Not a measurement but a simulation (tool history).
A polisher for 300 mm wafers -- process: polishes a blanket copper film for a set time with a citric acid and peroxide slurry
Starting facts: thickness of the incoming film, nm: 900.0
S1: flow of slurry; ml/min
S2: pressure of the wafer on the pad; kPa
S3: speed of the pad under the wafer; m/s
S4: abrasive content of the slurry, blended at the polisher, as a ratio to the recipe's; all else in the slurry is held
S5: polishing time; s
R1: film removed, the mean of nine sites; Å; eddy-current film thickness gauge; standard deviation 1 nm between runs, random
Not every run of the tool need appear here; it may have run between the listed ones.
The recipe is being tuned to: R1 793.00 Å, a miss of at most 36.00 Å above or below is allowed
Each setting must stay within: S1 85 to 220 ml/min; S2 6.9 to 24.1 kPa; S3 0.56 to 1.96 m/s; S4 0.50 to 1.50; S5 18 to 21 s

run,hour,S1,S2,S3,S4,S5,R1
1,0.0,140,15.2,1.26,1.00,21,501.22
2,6.6,140,15.9,1.26,1.00,21,521.02
3,14.4,140,15.9,1.26,1.00,21,546.39
4,19.8,140,15.9,1.48,1.00,21,616.35
5,21.6,140,16.5,1.48,1.00,21,657.35
6,22.2,165,16.5,1.48,1.00,21,667.93
7,27.8,165,17.9,1.48,1.00,21,720.70
8,30.3,165,18.6,1.48,1.00,21,728.13

Exactly one of the 5 candidate moves below puts every result within its allowed miss. Which one?
A,32.8,150,18.6,1.44,1.00,21,?
B,32.8,200,21.4,1.34,1.00,21,?
C,32.8,170,17.9,1.48,0.90,21,?
D,32.8,140,21.4,1.48,1.05,18,?
E,32.8,170,16.5,1.60,1.00,21,?

move,R1
A,717.84
B,793.56
C,711.58
D,716.20
E,729.34
A: moves away from the targets compared with the last run
B: all results in spec
C: moves away from the targets compared with the last run
D: moves away from the targets compared with the last run
E: about as far from the targets as the last run
B is the move that brings every result within its allowed miss.
